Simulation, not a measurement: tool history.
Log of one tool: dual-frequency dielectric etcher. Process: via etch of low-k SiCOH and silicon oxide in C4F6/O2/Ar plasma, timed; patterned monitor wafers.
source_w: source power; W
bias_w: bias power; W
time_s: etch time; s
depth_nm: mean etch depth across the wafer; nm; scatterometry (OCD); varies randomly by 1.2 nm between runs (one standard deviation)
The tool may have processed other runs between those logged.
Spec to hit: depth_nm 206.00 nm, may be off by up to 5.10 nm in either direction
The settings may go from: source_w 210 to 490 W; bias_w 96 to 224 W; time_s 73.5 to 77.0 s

run    day  source_w  bias_w  time_s  depth_nm
  1  0.000       350     160    73.5    172.54
  2  0.308       410     160    73.5    181.77
  3  0.392       460     160    73.5    189.75
  4  0.508       400     160    73.5    181.10
  5  0.862       400     139    73.5    173.14
  6  1.042       400     167    73.5    181.39
  7  1.400       420     174    74.0    190.19
  8  1.471       430     178    74.0    191.86
  9  1.788       440     182    74.0    196.26
 10  1.962       450     184    74.0    197.40
 11  2.088       460     186    74.0    199.67

4 next moves are on the table. One of them brings every result within its allowed miss. Which?
  A  2.212       460     179    73.5         ?
  B  2.212       420     183    74.0         ?
  C  2.212       440     168    76.0         ?
  D  2.212       480     183    74.5         ?

move  depth_nm
   A    199.53
   B    195.20
   C    198.93
   D    207.02
A: as far off as the last run
B: moves away from the targets compared with the last run
C: moves away from the targets compared with the last run
D: all results land within tolerance of their targets
Move D is the one to make.
